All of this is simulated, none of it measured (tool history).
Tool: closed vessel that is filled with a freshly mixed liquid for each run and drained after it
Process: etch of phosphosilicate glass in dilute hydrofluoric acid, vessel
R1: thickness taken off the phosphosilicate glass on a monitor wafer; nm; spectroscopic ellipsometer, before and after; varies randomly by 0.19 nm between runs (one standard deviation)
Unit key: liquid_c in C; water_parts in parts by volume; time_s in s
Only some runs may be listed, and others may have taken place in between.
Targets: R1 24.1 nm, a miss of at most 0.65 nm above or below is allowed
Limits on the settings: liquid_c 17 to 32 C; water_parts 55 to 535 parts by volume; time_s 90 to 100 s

{"run": 1, "hour": 0.0, "liquid_c": 24, "water_parts": 295, "time_s": 90, "R1": 51.697}
{"run": 2, "hour": 8.2, "liquid_c": 24, "water_parts": 190, "time_s": 90, "R1": 90.644}
{"run": 3, "hour": 9.7, "liquid_c": 22.5, "water_parts": 245, "time_s": 90, "R1": 62.115}
{"run": 4, "hour": 17.8, "liquid_c": 22.5, "water_parts": 300, "time_s": 90, "R1": 48.424}
{"run": 5, "hour": 22.1, "liquid_c": 21, "water_parts": 325, "time_s": 90, "R1": 41.283}
{"run": 6, "hour": 27.9, "liquid_c": 20, "water_parts": 350, "time_s": 90, "R1": 36.306}
{"hour": 30.7, "done": "thermometer replaced"}
{"run": 7, "hour": 30.7, "liquid_c": 19.5, "water_parts": 370, "time_s": 90, "R1": 30.543}
{"run": 8, "hour": 34.2, "liquid_c": 19, "water_parts": 380, "time_s": 90, "R1": 29.223}

Consider the 4 candidate settings below. Which is the only one whose results all fall within their allowed miss of target?
{"run": "A", "hour": 37.7, "liquid_c": 17, "water_parts": 400, "time_s": 90, "R1": "?"}
{"run": "B", "hour": 37.7, "liquid_c": 17, "water_parts": 435, "time_s": 95, "R1": "?"}
{"run": "C", "hour": 37.7, "liquid_c": 19.5, "water_parts": 320, "time_s": 90, "R1": "?"}
{"run": "D", "hour": 37.7, "liquid_c": 17, "water_parts": 325, "time_s": 90, "R1": "?"}

move=A R1=25.165
move=B R1=23.779
move=C R1=36.773
move=D R1=32.879
A: closer than the last run, but not yet in spec
B: meets every target
C: its largest miss is bigger than the last run's
D: its largest miss is bigger than the last run's
So the answer is move B, the one that meets all the targets.
